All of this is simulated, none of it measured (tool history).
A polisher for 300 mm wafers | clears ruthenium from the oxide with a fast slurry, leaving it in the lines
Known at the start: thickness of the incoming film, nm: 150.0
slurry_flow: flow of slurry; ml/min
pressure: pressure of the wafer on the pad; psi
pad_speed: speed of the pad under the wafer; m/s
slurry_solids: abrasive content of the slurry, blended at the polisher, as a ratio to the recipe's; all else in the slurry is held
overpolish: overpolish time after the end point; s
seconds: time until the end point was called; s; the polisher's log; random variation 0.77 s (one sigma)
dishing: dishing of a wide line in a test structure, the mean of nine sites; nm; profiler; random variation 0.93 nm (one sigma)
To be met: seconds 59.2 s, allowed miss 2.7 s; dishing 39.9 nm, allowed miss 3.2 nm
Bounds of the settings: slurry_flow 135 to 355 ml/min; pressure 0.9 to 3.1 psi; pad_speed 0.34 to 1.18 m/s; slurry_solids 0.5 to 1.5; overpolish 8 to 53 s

Run 1, hour 0: slurry_flow 225 ml/min, pressure 2 psi, pad_speed 0.76 m/s, slurry_solids 1, overpolish 27 s. Result: seconds 75.321 s, dishing 45.562 nm.
Run 2, hour 1: slurry_flow 225 ml/min, pressure 2 psi, pad_speed 0.92 m/s, slurry_solids 1, overpolish 27 s. Result: seconds 62.424 s, dishing 48.926 nm.
Run 3, hour 3.4: slurry_flow 225 ml/min, pressure 2 psi, pad_speed 0.92 m/s, slurry_solids 1, overpolish 37 s. Result: seconds 63.242 s, dishing 66.567 nm.
Run 4, hour 9.3: slurry_flow 225 ml/min, pressure 2.4 psi, pad_speed 0.92 m/s, slurry_solids 1, overpolish 37 s. Result: seconds 52.145 s, dishing 81.592 nm.
Run 5, hour 13.2: slurry_flow 225 ml/min, pressure 2.3 psi, pad_speed 0.94 m/s, slurry_solids 1, overpolish 33 s. Result: seconds 54.32 s, dishing 71.332 nm.
At hour 16: head pressure recalibrated.
Run 6, hour 16: slurry_flow 225 ml/min, pressure 2.2 psi, pad_speed 0.96 m/s, slurry_solids 1, overpolish 29 s. Result: seconds 60.544 s, dishing 58.495 nm.
Run 7, hour 24.9: slurry_flow 230 ml/min, pressure 2.3 psi, pad_speed 0.98 m/s, slurry_solids 1, overpolish 25 s. Result: seconds 58.475 s, dishing 52.853 nm.
Run 8, hour 27.6: slurry_flow 230 ml/min, pressure 2.4 psi, pad_speed 0.98 m/s, slurry_solids 1, overpolish 16 s. Result: seconds 55.074 s, dishing 36.365 nm.

5 next moves are on the table. One of them brings every result within its allowed miss. Which?
Run A, hour 30.3: slurry_flow 230 ml/min, pressure 2.2 psi, pad_speed 1.1 m/s, slurry_solids 0.85, overpolish 19 s. Result: seconds ?, dishing ?.
Run B, hour 30.3: slurry_flow 230 ml/min, pressure 2.6 psi, pad_speed 1 m/s, slurry_solids 1.05, overpolish 16 s. Result: seconds ?, dishing ?.
Run C, hour 30.3: slurry_flow 225 ml/min, pressure 2.3 psi, pad_speed 0.88 m/s, slurry_solids 1.1, overpolish 16 s. Result: seconds ?, dishing ?.
Run D, hour 30.3: slurry_flow 220 ml/min, pressure 2.6 psi, pad_speed 1 m/s, slurry_solids 1, overpolish 14 s. Result: seconds ?, dishing ?.
Run E, hour 30.3: slurry_flow 200 ml/min, pressure 2.5 psi, pad_speed 1.02 m/s, slurry_solids 1.05, overpolish 14 s. Result: seconds ?, dishing ?.

move  seconds  dishing
   A    58.15     39.5
   B   48.466   39.879
   C   60.029   32.681
   D   49.876   34.303
   E   50.431   33.949
A: meets every target
B: further off than the last run
C: brings the result that was furthest off to its target, and leaves another outside
D: further off than the last run
E: further off than the last run
Move A is the one to make.
